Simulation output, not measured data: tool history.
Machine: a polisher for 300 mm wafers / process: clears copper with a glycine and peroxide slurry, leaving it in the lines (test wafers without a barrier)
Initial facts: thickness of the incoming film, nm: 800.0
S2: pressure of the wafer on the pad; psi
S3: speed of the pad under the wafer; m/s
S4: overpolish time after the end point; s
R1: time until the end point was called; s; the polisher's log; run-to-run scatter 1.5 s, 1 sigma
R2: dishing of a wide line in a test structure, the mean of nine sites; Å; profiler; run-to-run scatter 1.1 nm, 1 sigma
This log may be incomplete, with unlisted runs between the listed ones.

{"run": 1, "day": 0.0, "flow of slurry (ml/min)": 200, "S2": 2.5, "S3": 1.08, "S4": 8, "R1": 131.85, "R2": 349.7}
{"run": 2, "day": 0.362, "flow of slurry (ml/min)": 230, "S2": 2.5, "S3": 1.08, "S4": 8, "R1": 132.43, "R2": 350.24}
{"run": 3, "day": 0.446, "flow of slurry (ml/min)": 230, "S2": 2.5, "S3": 1.08, "S4": 6, "R1": 128.78, "R2": 266.77}
{"run": 4, "day": 0.629, "flow of slurry (ml/min)": 230, "S2": 2.5, "S3": 1.22, "S4": 6, "R1": 121.58, "R2": 296.99}
{"run": 5, "day": 0.758, "flow of slurry (ml/min)": 230, "S2": 2.5, "S3": 1.06, "S4": 6, "R1": 132.92, "R2": 271.28}
{"run": 6, "day": 1.008, "flow of slurry (ml/min)": 230, "S2": 2.5, "S3": 0.8, "S4": 6, "R1": 169.82, "R2": 225.5}
{"run": 7, "day": 1.354, "flow of slurry (ml/min)": 230, "S2": 2.6, "S3": 0.9, "S4": 7, "R1": 148.97, "R2": 291.56}
{"run": 8, "day": 1.562, "flow of slurry (ml/min)": 230, "S2": 2.8, "S3": 0.96, "S4": 7, "R1": 137.66, "R2": 317.71}

Forecast run 9:
{"run": 9, "day": 1.871, "flow of slurry (ml/min)": 230, "S2": 2.9, "S3": 1.02, "S4": 7, "R1": "?", "R2": "?"}

R1: 123.73 s
R2: 346 Å
